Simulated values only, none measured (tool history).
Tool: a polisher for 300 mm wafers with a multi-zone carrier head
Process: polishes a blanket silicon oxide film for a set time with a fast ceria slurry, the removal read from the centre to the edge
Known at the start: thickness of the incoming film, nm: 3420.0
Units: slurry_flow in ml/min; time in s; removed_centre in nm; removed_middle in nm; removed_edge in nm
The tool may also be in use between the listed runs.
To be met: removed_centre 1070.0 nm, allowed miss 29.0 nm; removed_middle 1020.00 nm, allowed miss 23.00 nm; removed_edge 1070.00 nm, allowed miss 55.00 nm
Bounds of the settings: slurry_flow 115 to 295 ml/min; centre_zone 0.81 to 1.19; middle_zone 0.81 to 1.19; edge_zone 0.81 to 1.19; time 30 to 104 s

{"run": 1, "hour": 0.0, "slurry_flow": 190, "centre_zone": 1.0, "middle_zone": 1.0, "edge_zone": 1.0, "time": 67, "removed_centre": 1147.8, "removed_middle": 1166.8, "removed_edge": 1190.0}
{"run": 2, "hour": 1.0, "slurry_flow": 180, "centre_zone": 1.0, "middle_zone": 0.98, "edge_zone": 0.98, "time": 67, "removed_centre": 1147.0, "removed_middle": 1128.0, "removed_edge": 1155.1}
{"run": 3, "hour": 3.9, "slurry_flow": 205, "centre_zone": 1.0, "middle_zone": 0.98, "edge_zone": 0.98, "time": 67, "removed_centre": 1179.7, "removed_middle": 1159.8, "removed_edge": 1169.5}
{"run": 4, "hour": 8.3, "slurry_flow": 190, "centre_zone": 1.0, "middle_zone": 0.97, "edge_zone": 0.97, "time": 67, "removed_centre": 1158.1, "removed_middle": 1130.7, "removed_edge": 1172.7}
{"run": 5, "hour": 9.9, "slurry_flow": 190, "centre_zone": 0.95, "middle_zone": 0.97, "edge_zone": 0.97, "time": 67, "removed_centre": 1100.3, "removed_middle": 1133.4, "removed_edge": 1148.4}
{"run": 6, "hour": 12.2, "slurry_flow": 190, "centre_zone": 0.9, "middle_zone": 0.97, "edge_zone": 0.97, "time": 67, "removed_centre": 1058.2, "removed_middle": 1130.2, "removed_edge": 1177.5}
{"run": 7, "hour": 17.9, "slurry_flow": 185, "centre_zone": 0.91, "middle_zone": 0.96, "edge_zone": 0.95, "time": 67, "removed_centre": 1061.1, "removed_middle": 1118.7, "removed_edge": 1144.9}
{"run": 8, "hour": 22.1, "slurry_flow": 185, "centre_zone": 0.91, "middle_zone": 0.96, "edge_zone": 0.95, "time": 67, "removed_centre": 1055.6, "removed_middle": 1107.8, "removed_edge": 1156.2}
{"run": 9, "hour": 23.5, "slurry_flow": 180, "centre_zone": 0.92, "middle_zone": 0.95, "edge_zone": 0.93, "time": 67, "removed_centre": 1063.5, "removed_middle": 1089.6, "removed_edge": 1123.1}
{"run": 10, "hour": 30.8, "slurry_flow": 175, "centre_zone": 0.93, "middle_zone": 0.94, "edge_zone": 0.92, "time": 67, "removed_centre": 1072.8, "removed_middle": 1085.0, "removed_edge": 1125.4}
{"run": 11, "hour": 35.3, "slurry_flow": 150, "centre_zone": 0.96, "middle_zone": 0.89, "edge_zone": 0.85, "time": 65, "removed_centre": 1033.6, "removed_middle": 979.08, "removed_edge": 1019.7}
{"run": 12, "hour": 41.0, "slurry_flow": 155, "centre_zone": 0.96, "middle_zone": 0.89, "edge_zone": 0.86, "time": 65, "removed_centre": 1038.2, "removed_middle": 991.13, "removed_edge": 1046.3}

Which of these 4 next moves meets every target?
{"run": "A", "hour": 46.7, "slurry_flow": 150, "centre_zone": 1.08, "middle_zone": 1.01, "edge_zone": 0.81, "time": 61, "removed_centre": "?", "removed_middle": "?", "removed_edge": "?"}
{"run": "B", "hour": 46.7, "slurry_flow": 155, "centre_zone": 1.0, "middle_zone": 0.88, "edge_zone": 0.84, "time": 68, "removed_centre": "?", "removed_middle": "?", "removed_edge": "?"}
{"run": "C", "hour": 46.7, "slurry_flow": 150, "centre_zone": 1.13, "middle_zone": 0.93, "edge_zone": 0.81, "time": 62, "removed_centre": "?", "removed_middle": "?", "removed_edge": "?"}
{"run": "D", "hour": 46.7, "slurry_flow": 150, "centre_zone": 0.95, "middle_zone": 0.89, "edge_zone": 0.84, "time": 68, "removed_centre": "?", "removed_middle": "?", "removed_edge": "?"}

move=A removed_centre=1071.6 removed_middle=1024.20 removed_edge=974.70
move=B removed_centre=1125.2 removed_middle=1025.10 removed_edge=1110.60
move=C removed_centre=1132.5 removed_middle=971.09 removed_edge=991.74
move=D removed_centre=1068.0 removed_middle=1027.60 removed_edge=1104.80
A: brings the result that was furthest off to its target, and leaves another outside
B: brings the result that was furthest off to its target, and leaves another outside
C: further off than the last run
D: meets every target
Move D is the one to make.

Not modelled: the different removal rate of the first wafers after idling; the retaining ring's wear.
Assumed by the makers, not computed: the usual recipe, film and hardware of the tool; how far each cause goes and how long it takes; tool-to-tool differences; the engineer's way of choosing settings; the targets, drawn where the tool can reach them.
